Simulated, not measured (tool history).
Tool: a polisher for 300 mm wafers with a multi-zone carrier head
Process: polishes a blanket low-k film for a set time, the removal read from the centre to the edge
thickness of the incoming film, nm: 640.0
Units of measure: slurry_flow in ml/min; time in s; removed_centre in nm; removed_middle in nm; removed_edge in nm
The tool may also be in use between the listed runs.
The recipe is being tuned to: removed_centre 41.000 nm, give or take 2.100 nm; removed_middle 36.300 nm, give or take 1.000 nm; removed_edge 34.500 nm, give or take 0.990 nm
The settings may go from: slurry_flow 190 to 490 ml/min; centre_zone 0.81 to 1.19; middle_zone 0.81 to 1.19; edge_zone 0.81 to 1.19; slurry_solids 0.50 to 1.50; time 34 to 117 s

run    day  slurry_flow  centre_zone  middle_zone  edge_zone  slurry_solids  time  removed_centre  removed_middle  removed_edge
  1  0.000          315         1.00         1.00       1.00           1.00    75          46.818          44.856        46.955
  2  0.054          315         1.00         1.00       1.08           1.00    75          46.573          44.717        48.518
  3  0.188          315         1.00         1.00       1.08           1.00    69          44.054          41.204        44.654
  4  0.546          315         1.00         1.00       1.08           0.90    69          41.050          39.252        42.323
  5  0.725          315         1.02         1.00       1.05           0.85    69          40.317          38.413        40.467
  6  0.979          315         1.04         1.00       1.02           0.85    69          42.728          38.133        40.053
  7  1.308          315         1.04         1.00       1.00           0.85    69          41.992          38.049        39.967
  8  1.438          315         1.05         1.01       0.98           0.80    69          39.781          38.352        38.271
  9  1.612          315         1.06         1.01       0.96           0.80    69          40.684          37.489        37.959
 10  1.917          315         1.07         1.01       0.94           0.80    69          42.032          37.635        37.669
 11  2.050          310         1.07         1.01       0.92           0.80    69          41.569          37.556        36.880

Which single option among these 4 for the next run brings every result within its allowed miss of target? Just one does.
  A  2.183          330         1.10         1.02       0.87           0.75    68               ?               ?             ?
  B  2.183          360         1.06         1.06       0.81           0.85    65               ?               ?             ?
  C  2.183          325         1.19         1.14       0.94           0.80    60               ?               ?             ?
  D  2.183          310         0.97         1.04       0.90           0.65    72               ?               ?             ?

move  removed_centre  removed_middle  removed_edge
   A          40.174          37.029        35.016
   B          39.783          39.173        34.648
   C          39.336          37.026        32.969
   D          34.989          36.832        34.810
A: each result inside its tolerance
B: the worst result of the last run now meets its target, but another is out of spec
C: the result that was furthest off in the last run now lies on the other side of its target
D: the worst result of the last run now meets its target, but another is out of spec
Go with A: it meets all targets.

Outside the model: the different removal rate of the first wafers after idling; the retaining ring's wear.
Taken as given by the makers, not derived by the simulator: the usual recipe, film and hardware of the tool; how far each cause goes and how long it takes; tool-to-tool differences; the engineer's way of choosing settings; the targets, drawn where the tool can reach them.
